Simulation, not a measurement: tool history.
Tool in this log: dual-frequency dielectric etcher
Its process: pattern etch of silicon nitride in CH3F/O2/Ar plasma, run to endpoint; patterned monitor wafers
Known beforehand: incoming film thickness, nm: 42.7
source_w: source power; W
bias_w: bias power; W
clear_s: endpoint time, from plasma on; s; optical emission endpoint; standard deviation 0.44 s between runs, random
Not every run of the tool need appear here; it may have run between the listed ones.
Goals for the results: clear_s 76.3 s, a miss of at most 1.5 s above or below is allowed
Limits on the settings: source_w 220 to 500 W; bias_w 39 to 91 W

run	hour	source_w	bias_w	clear_s
1	0	360	65	65.675
2	1.1	320	63	70.604
3	2.3	300	63	71.675
4	11.3	360	63	66.762
5	13.2	400	63	63.158
6	19.8	440	63	61.085
7	23.9	380	61	65.923
8	29.6	340	60	68.971
9	32.1	310	59	72.345

4 candidate next runs follow, results not yet known. Just one meets every target within its allowed miss. Identify it.
A	34.6	280	67	?
B	34.6	330	54	?
C	34.6	270	73	?
D	34.6	300	52	?

move	clear_s
A	72.795
B	72.389
C	71.934
D	76.37
A: better than the last run, though not everything is in spec
B: about the same distance from the targets as the last run
C: its largest miss is bigger than the last run's
D: all results in spec
D is the move that brings every result within its allowed miss.
